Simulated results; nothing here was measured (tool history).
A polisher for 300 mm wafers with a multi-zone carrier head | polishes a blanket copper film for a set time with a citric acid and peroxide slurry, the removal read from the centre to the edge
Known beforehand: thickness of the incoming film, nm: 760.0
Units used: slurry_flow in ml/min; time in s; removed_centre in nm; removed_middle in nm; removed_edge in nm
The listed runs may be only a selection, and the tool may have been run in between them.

run	hour	slurry_flow	centre_zone	middle_zone	edge_zone	slurry_solids	time	removed_centre	removed_middle	removed_edge
1	0.0	300	1.00	1.00	1.00	1.00	67	136.29	136.11	135.05
2	5.8	300	1.00	0.93	1.00	1.00	67	138.59	128.55	137.21
3	8.1	300	1.00	0.98	1.00	1.00	67	136.97	131.72	136.46
4	9.4	300	0.92	0.98	1.00	1.00	67	127.49	136.13	134.34
5	12.1	300	0.84	0.98	1.00	1.00	67	116.37	131.59	134.91
6	19.8	295	0.84	0.99	0.97	0.95	67	114.46	131.55	132.23
7	28.3	295	0.85	1.00	0.95	0.90	66	113.72	133.10	127.66

Expected results for the next run?
8	35.8	255	0.82	0.92	0.85	0.65	65	?	?	?

{"run 8": {"removed_centre": 101.24, "removed_middle": 114.66, "removed_edge": 113.29}}

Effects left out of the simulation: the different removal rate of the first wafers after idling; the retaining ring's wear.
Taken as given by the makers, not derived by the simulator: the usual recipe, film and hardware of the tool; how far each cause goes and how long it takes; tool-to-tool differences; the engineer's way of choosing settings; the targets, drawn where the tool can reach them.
